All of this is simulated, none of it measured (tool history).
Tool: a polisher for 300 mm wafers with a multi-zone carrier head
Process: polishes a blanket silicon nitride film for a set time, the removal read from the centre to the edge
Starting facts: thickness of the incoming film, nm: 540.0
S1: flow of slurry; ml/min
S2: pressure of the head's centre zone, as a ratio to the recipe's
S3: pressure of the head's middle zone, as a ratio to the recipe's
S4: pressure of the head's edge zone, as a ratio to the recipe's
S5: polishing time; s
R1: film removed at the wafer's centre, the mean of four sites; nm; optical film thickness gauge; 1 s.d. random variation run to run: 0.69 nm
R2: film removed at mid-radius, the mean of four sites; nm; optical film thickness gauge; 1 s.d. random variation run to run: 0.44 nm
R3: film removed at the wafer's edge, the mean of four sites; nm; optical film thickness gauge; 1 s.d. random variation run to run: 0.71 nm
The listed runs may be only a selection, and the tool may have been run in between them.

run	hour	S1	S2	S3	S4	S5	R1	R2	R3
1	0	250	1	1	1	37	57.837	58.457	59.635
2	0.7	250	1	1.05	1	37	59.618	61.182	59.286
3	2.8	295	1	1.05	1	37	60.001	62.095	62.16
4	9.1	295	1	1.05	0.93	37	59.691	61.184	58.001
5	13.3	295	0.91	1.05	0.93	37	55.071	62.065	58.033
6	16.6	290	0.91	1.01	0.92	37	54.878	60.449	57.79
7	23.9	285	0.91	0.98	0.92	36	52.204	56.561	55.863

What will run 8 give?
8	27.8	280	0.91	0.96	0.91	36	?	?	?

{"run 8": {"R1": 52.834, "R2": 55.832, "R3": 56.57}}

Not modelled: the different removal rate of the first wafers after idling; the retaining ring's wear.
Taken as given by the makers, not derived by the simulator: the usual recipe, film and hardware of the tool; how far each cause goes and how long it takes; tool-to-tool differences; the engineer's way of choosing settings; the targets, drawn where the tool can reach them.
